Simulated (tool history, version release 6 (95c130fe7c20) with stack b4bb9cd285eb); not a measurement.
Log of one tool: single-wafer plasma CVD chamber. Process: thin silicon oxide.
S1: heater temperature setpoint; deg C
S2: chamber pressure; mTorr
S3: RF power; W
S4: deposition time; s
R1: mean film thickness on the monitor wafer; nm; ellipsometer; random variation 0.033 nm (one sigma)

run	hour	S1	S2	S3	S4	R1
1	0	405	932	245	5.21	9.3554
2	7.7	405	932	245	5.21	9.3828
3	13.7	410	932	245	5.21	9.3189
4	20.1	410	932	220	5.21	8.7894
5	26.1	414	932	220	5.21	8.7508
6	30.2	414	932	220	5.38	9.0249
7	38.9	414	746	215	5.38	7.6166
8	40.9	414	734	215	5.38	7.4964
9	44.9	414	724	215	5.38	7.4335
10	50.5	414	715	215	5.38	7.3985
# hour 53.5: RF generator calibrated
11	53.5	414	707	215	5.38	7.6763
12	59.9	414	689	215	5.38	7.5539
13	66.6	414	675	215	5.38	7.3957
14	68.3	414	665	215	5.38	7.2732
15	76.4	414	659	215	5.38	7.2823

Run 16 comes next. What will it give?
16	81.7	414	652	215	5.38	?

R1: 7.165 nm

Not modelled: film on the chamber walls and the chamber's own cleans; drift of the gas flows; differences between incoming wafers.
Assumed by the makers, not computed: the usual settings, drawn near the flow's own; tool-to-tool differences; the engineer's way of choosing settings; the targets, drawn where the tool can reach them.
